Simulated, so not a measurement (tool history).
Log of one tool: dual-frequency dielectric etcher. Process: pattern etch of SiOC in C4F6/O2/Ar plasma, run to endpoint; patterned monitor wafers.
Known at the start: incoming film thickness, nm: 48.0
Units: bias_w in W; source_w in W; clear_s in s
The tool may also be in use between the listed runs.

run  hour  bias_w  source_w  clear_s
  1   0.0     511       450   15.047
  2   0.6     475       440   15.466
  3   8.8     475       390   15.879
  4   9.8     445       380   16.498
  5  12.9     426       380   16.558
  6  13.9     426       420   16.269
  7  20.1     404       410   16.586
  8  24.1     404       410   16.641
  9  28.4     306       380   18.523

Run 10 comes next. What will it give?
 10  29.9     312       380        ?

{"run 10": {"clear_s": 18.584}}

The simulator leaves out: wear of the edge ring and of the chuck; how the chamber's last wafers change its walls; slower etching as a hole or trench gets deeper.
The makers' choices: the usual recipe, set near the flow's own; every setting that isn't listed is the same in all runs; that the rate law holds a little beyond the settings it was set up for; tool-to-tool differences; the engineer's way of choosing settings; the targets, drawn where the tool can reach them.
